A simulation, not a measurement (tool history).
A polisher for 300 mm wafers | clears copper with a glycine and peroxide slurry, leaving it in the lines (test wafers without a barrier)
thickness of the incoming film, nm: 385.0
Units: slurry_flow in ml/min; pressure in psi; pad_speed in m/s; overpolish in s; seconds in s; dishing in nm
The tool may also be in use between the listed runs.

| run | hour | slurry_flow | pressure | pad_speed | overpolish | seconds | dishing |
|---|---|---|---|---|---|---|---|
| 1 | 0 | 270 | 2.6 | 0.8 | 14 | 115.02 | 32.961 |
| 2 | 7.6 | 270 | 2.1 | 0.8 | 14 | 127.2 | 31.089 |
| 3 | 12.8 | 270 | 2.3 | 0.82 | 14 | 120.24 | 31.253 |
| 4 | 17.3 | 270 | 2.3 | 0.96 | 14 | 104.1 | 34.13 |
| 5 | 23.2 | 270 | 2.3 | 0.78 | 14 | 125.13 | 30.786 |
| 6 | 31.7 | 270 | 2.3 | 0.78 | 9 | 126.06 | 20.923 |
| 7 | 34.9 | 270 | 2.4 | 0.8 | 9 | 119.96 | 22.236 |
| 8 | 36.7 | 270 | 2.5 | 0.82 | 9 | 113 | 22.222 |
| 9 | 39.2 | 270 | 2.6 | 0.84 | 10 | 109.7 | 25.467 |

The next listed run, before its measurement:
| 10 | 47.6 | 270 | 2.7 | 0.84 | 10 | ? | ? |

seconds: 110.17 s
dishing: 26.358 nm
